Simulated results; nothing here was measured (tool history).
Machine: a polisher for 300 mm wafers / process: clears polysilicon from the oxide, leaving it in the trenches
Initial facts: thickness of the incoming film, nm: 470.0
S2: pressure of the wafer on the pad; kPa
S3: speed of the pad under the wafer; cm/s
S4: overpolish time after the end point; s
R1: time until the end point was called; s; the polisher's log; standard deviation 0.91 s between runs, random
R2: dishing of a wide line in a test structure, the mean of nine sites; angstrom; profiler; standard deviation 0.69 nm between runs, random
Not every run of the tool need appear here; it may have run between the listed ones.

{"run": 1, "hour": 0.0, "flow of slurry (ml/min)": 270, "S2": 15.2, "S3": 106, "S4": 19, "R1": 42.943, "R2": 578.47}
{"run": 2, "hour": 5.5, "flow of slurry (ml/min)": 270, "S2": 15.2, "S3": 88, "S4": 19, "R1": 51.15, "R2": 556.65}
{"run": 3, "hour": 8.0, "flow of slurry (ml/min)": 270, "S2": 13.8, "S3": 88, "S4": 21, "R1": 54.723, "R2": 565.48}
{"run": 4, "hour": 16.7, "flow of slurry (ml/min)": 310, "S2": 13.8, "S3": 88, "S4": 21, "R1": 53.832, "R2": 557.74}
{"run": 5, "hour": 23.9, "flow of slurry (ml/min)": 310, "S2": 9.7, "S3": 88, "S4": 21, "R1": 65.752, "R2": 541.83}
{"run": 6, "hour": 25.2, "flow of slurry (ml/min)": 310, "S2": 9.7, "S3": 110, "S4": 21, "R1": 53.903, "R2": 579.82}
{"run": 7, "hour": 26.6, "flow of slurry (ml/min)": 290, "S2": 6.9, "S3": 82, "S4": 30, "R1": 84.212, "R2": 550.75}

Run 8 comes next. What will it give?
{"run": 8, "hour": 34.2, "flow of slurry (ml/min)": 290, "S2": 6.9, "S3": 82, "S4": 31, "R1": "?", "R2": "?"}

For run 8 the tool returned R1 85.393 s, R2 554.23 angstrom.

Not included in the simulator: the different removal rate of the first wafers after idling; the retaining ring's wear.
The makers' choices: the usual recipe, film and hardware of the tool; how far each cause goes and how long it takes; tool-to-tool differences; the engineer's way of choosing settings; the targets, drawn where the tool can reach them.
